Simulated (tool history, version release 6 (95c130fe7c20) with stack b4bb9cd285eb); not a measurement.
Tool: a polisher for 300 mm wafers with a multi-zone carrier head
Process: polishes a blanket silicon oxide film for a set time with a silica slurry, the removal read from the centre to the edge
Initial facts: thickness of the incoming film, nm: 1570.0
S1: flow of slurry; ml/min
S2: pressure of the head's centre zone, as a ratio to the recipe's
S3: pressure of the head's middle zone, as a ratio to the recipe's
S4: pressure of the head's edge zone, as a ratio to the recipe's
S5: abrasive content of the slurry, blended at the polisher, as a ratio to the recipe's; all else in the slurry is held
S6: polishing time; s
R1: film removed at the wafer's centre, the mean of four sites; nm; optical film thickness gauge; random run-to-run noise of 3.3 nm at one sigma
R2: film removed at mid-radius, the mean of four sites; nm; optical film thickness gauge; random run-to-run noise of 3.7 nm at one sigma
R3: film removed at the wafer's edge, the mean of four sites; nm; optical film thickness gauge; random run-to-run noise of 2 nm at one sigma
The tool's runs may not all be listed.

run	hour	S1	S2	S3	S4	S5	S6	R1	R2	R3
1	0.0	215	1.00	1.00	1.00	1.00	85	255.85	246.67	251.97
2	2.9	215	1.00	1.00	0.95	1.00	85	255.08	247.49	246.33
3	7.3	195	1.00	1.00	0.95	1.00	85	248.05	246.07	243.83
4	13.8	195	1.00	0.92	0.95	1.00	85	252.05	235.05	247.97
5	16.7	195	1.00	0.92	0.87	1.00	85	247.95	224.89	235.07
6	18.0	205	1.02	0.91	0.92	1.05	85	267.51	236.97	251.46
7	19.7	205	1.02	0.91	0.92	1.05	85	264.46	236.99	249.40
8	20.6	215	1.04	0.90	0.96	1.10	85	283.89	234.04	263.84
9	26.2	275	1.08	1.00	1.06	1.25	86	323.06	289.25	301.06
10	30.5	275	1.08	0.99	1.07	1.25	86	319.27	293.76	300.36

Run 11 has not been measured yet. What should we expect?
11	36.4	275	1.09	0.97	1.08	1.25	86	?	?	?

R1: 324.71 nm
R2: 288.67 nm
R3: 301.31 nm
